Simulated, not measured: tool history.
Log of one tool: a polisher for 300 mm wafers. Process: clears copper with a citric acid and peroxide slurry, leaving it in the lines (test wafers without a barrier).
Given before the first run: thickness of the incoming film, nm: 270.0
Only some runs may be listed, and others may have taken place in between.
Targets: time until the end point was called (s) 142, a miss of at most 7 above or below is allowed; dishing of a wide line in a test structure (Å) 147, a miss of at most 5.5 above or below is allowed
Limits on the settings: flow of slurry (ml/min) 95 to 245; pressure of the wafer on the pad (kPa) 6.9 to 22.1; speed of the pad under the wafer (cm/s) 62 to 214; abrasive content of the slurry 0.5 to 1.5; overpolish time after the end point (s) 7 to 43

run	hour	flow of slurry (ml/min)	pressure of the wafer on the pad (kPa)	speed of the pad under the wafer (cm/s)	abrasive content of the slurry	overpolish time after the end point (s)	time until the end point was called (s)	dishing of a wide line in a test structure (Å)
1	0	155	14.5	138	1	22	116.82	362.27
2	3.2	155	14.5	138	1.2	22	110.84	375.59
3	6.1	155	13.8	136	1.25	20	110.56	334.33
4	13.9	160	13.1	134	1.25	19	117.57	304.34
5	14.6	160	13.1	134	1.4	19	115.78	312.26
6	21.9	160	12.4	134	1.4	18	117.07	295.13
7	22.5	185	8.3	122	1.35	8	167.33	104.24
# hour 28.5: head pressure recalibrated
8	28.5	180	8.3	122	1.35	8	172.27	99.719
9	31.1	180	8.3	122	1.35	8	173.36	97.916
10	39.4	175	10.3	120	1.4	9	154.66	123.8
11	44.3	170	11	120	1.4	9	148.33	127.31

Next run, 4 choices. One meets every target within its allowed miss, the rest don't. Which?
A	49.2	210	10.3	124	1.5	10	?	?
B	49.2	205	11.7	126	1.5	10	?	?
C	49.2	175	11	116	1.35	11	?	?
D	49.2	180	12.4	104	1.5	11	?	?

move	time until the end point was called (s)	dishing of a wide line in a test structure (Å)
A	145.81	145.29
B	133.44	158.02
C	157.93	147.53
D	157.38	148.23
A: all results land within tolerance of their targets
B: takes the biggest miss from the last run beyond its target
C: meets the target for the result that was furthest off, but another lies outside its allowed miss
D: meets the target for the result that was furthest off, but another lies outside its allowed miss
The move that meets every target is A.
